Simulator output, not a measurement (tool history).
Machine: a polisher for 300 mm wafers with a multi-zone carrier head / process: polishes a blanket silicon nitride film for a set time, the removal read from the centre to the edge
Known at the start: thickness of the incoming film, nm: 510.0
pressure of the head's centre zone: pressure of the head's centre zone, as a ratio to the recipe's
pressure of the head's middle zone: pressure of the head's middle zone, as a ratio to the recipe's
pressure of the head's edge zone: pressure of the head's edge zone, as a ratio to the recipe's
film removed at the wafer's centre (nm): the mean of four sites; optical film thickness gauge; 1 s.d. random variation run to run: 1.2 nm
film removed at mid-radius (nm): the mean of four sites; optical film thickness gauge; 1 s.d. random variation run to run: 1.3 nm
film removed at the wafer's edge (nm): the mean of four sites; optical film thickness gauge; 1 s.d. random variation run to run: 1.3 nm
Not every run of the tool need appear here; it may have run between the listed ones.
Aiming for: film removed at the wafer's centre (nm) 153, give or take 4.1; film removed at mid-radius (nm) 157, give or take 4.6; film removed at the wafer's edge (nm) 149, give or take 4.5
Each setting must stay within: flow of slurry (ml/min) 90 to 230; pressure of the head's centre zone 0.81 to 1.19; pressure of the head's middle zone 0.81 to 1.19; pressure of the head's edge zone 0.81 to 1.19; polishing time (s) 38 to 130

run	hour	flow of slurry (ml/min)	pressure of the head's centre zone	pressure of the head's middle zone	pressure of the head's edge zone	polishing time (s)	film removed at the wafer's centre (nm)	film removed at mid-radius (nm)	film removed at the wafer's edge (nm)
1	0	150	1	1	1	84	133.86	139.3	134.48
2	6.7	150	1	1.08	1	84	133.18	146.66	135.01
3	12.8	150	1	1.08	1	74	117.01	130.99	116.99
4	19	150	1	1.08	1	63	100.75	109.66	101.26
5	23.3	160	1.02	1.09	1.03	67	108.23	120.08	109.05
6	28.8	165	1.04	1.08	1.05	70	117.09	123.93	114.11
7	36.2	170	1.05	1.08	1.07	73	122.89	128.64	122.1
8	38.8	175	1.06	1.09	1.09	75	128.98	133.29	125.58
9	41.8	180	1.06	1.1	1.1	77	133.38	139.3	130.88
10	46.8	185	1.07	1.11	1.11	78	136.96	142.87	133.56
11	55.6	190	1.07	1.11	1.12	79	139.53	146.45	137.07
12	60.9	195	1.08	1.11	1.13	79	140.8	146.08	136.86
13	61.7	195	1.08	1.11	1.14	80	142.97	149.7	138.88
14	68.5	200	1.08	1.11	1.15	81	143.77	150.31	141.44

Pick the move, out of 4, that brings all results within their allowed miss; only one does.
A	75.3	200	1.18	1.18	1.11	79	?	?	?
B	75.3	230	0.92	1.07	1.09	84	?	?	?
C	75.3	195	0.95	1.16	1.19	81	?	?	?
D	75.3	205	1.06	1.07	1.09	88	?	?	?

move	film removed at the wafer's centre (nm)	film removed at mid-radius (nm)	film removed at the wafer's edge (nm)
A	152.71	154.32	133.5
B	128.37	153.31	142.48
C	125.45	155.65	141.31
D	153.03	158.57	147.94
A: corrects the largest miss of the last run, while another result sits out of spec
B: moves away from the targets compared with the last run
C: moves away from the targets compared with the last run
D: in spec on every target
Correct choice: D, which meets every target

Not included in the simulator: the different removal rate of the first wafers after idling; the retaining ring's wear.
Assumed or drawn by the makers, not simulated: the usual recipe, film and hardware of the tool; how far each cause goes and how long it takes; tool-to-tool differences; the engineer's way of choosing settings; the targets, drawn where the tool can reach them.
